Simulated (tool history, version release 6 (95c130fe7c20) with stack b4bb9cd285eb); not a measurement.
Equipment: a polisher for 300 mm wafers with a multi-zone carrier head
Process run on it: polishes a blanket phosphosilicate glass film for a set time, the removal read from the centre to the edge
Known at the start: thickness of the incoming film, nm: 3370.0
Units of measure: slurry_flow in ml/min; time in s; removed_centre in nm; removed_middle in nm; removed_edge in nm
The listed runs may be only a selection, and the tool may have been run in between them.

run 1 hour=0.0 | slurry_flow=285 centre_zone=1.00 middle_zone=1.00 edge_zone=1.00 slurry_solids=1.00 time=81 | removed_centre=527.05 removed_middle=578.73 removed_edge=586.35
run 2 hour=5.7 | slurry_flow=285 centre_zone=1.00 middle_zone=1.00 edge_zone=1.00 slurry_solids=0.80 time=81 | removed_centre=461.46 removed_middle=513.81 removed_edge=525.02
run 3 hour=9.5 | slurry_flow=285 centre_zone=1.00 middle_zone=1.00 edge_zone=1.00 slurry_solids=0.90 time=81 | removed_centre=493.38 removed_middle=537.44 removed_edge=547.80
run 4 hour=11.7 | slurry_flow=285 centre_zone=1.00 middle_zone=1.00 edge_zone=1.00 slurry_solids=0.70 time=81 | removed_centre=430.94 removed_middle=476.92 removed_edge=478.03
-- hour=19.6 centre zone pressure recalibrated
run 5 hour=19.6 | slurry_flow=285 centre_zone=1.00 middle_zone=0.94 edge_zone=1.00 slurry_solids=0.70 time=81 | removed_centre=466.34 removed_middle=451.09 removed_edge=471.42
run 6 hour=26.4 | slurry_flow=300 centre_zone=1.06 middle_zone=1.00 edge_zone=0.98 slurry_solids=0.95 time=82 | removed_centre=597.97 removed_middle=565.44 removed_edge=579.37

Run 7, settings as shown, results not yet in. Your forecast:
run 7 hour=28.5 | slurry_flow=340 centre_zone=0.99 middle_zone=1.10 edge_zone=1.03 slurry_solids=1.20 time=84 | removed_centre=? removed_middle=? removed_edge=?

{"run 7": {"removed_centre": 651.1, "removed_middle": 719.56, "removed_edge": 678.25}}
